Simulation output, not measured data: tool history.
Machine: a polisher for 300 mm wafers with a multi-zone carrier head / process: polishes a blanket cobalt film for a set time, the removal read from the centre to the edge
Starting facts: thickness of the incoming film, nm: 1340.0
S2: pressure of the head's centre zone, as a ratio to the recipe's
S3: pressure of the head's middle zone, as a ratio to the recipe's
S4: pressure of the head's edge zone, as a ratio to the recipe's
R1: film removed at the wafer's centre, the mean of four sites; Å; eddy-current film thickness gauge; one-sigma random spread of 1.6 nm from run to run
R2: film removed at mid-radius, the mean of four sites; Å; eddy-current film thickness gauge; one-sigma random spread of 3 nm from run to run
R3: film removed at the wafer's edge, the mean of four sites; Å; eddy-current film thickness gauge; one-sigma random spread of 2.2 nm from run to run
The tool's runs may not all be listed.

Run 1, day 0.000: flow of slurry (ml/min) 270, S2 1.00, S3 1.00, S4 1.00, polishing time (s) 88. Result: R1 2828.8 Å, R2 2917.7 Å, R3 2788.1 Å.
Run 2, day 0.342: flow of slurry (ml/min) 270, S2 1.00, S3 1.00, S4 1.05, polishing time (s) 88. Result: R1 2815.0 Å, R2 2800.8 Å, R3 2917.0 Å.
Run 3, day 0.688: flow of slurry (ml/min) 270, S2 1.00, S3 1.00, S4 1.05, polishing time (s) 76. Result: R1 2419.1 Å, R2 2513.4 Å, R3 2499.7 Å.
Run 4, day 0.746: flow of slurry (ml/min) 265, S2 0.97, S3 0.98, S4 1.02, polishing time (s) 74. Result: R1 2328.2 Å, R2 2388.7 Å, R3 2393.2 Å.
Run 5, day 1.038: flow of slurry (ml/min) 265, S2 0.97, S3 0.98, S4 0.93, polishing time (s) 74. Result: R1 2306.5 Å, R2 2401.6 Å, R3 2264.2 Å.
Run 6, day 1.267: flow of slurry (ml/min) 265, S2 0.97, S3 0.98, S4 0.90, polishing time (s) 74. Result: R1 2319.7 Å, R2 2443.8 Å, R3 2229.3 Å.
Run 7, day 1.346: flow of slurry (ml/min) 260, S2 0.93, S3 0.97, S4 0.89, polishing time (s) 73. Result: R1 2201.0 Å, R2 2301.6 Å, R3 2208.5 Å.
Run 8, day 1.400: flow of slurry (ml/min) 255, S2 0.90, S3 0.98, S4 0.88, polishing time (s) 72. Result: R1 2121.2 Å, R2 2350.7 Å, R3 2147.0 Å.

The next listed run, before its measurement:
Run 9, day 1.621: flow of slurry (ml/min) 250, S2 0.88, S3 0.98, S4 0.88, polishing time (s) 71. Result: R1 ?, R2 ?, R3 ?.

R1: 2016.7 Å
R2: 2268.9 Å
R3: 2132.1 Å

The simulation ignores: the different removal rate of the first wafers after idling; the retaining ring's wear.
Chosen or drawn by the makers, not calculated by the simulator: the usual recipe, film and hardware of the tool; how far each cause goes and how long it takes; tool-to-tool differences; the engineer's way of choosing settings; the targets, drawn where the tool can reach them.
